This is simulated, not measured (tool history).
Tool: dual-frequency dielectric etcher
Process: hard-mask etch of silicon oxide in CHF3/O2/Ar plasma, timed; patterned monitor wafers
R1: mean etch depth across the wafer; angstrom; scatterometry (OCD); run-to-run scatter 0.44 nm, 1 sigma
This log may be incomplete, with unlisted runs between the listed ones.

run 1 hour=0 | source_power_(kW)=0.7 bias_power_(kW)=0.174 etch_time_(s)=36 | R1=796.14
run 2 hour=6.9 | source_power_(kW)=0.7 bias_power_(kW)=0.174 etch_time_(s)=36 | R1=811.01
run 3 hour=14.3 | source_power_(kW)=0.7 bias_power_(kW)=0.174 etch_time_(s)=36 | R1=804.32
run 4 hour=22.3 | source_power_(kW)=0.64 bias_power_(kW)=0.166 etch_time_(s)=36 | R1=770.22
run 5 hour=24.3 | source_power_(kW)=0.75 bias_power_(kW)=0.166 etch_time_(s)=36 | R1=807.85
run 6 hour=25.8 | source_power_(kW)=0.68 bias_power_(kW)=0.156 etch_time_(s)=36 | R1=763.88
run 7 hour=31 | source_power_(kW)=0.63 bias_power_(kW)=0.15 etch_time_(s)=36 | R1=735.9

Predict the results of run 8:
-- hour=34 wet clean of the chamber
run 8 hour=34 | source_power_(kW)=0.59 bias_power_(kW)=0.147 etch_time_(s)=36 | R1=?

R1: 676.84 angstrom
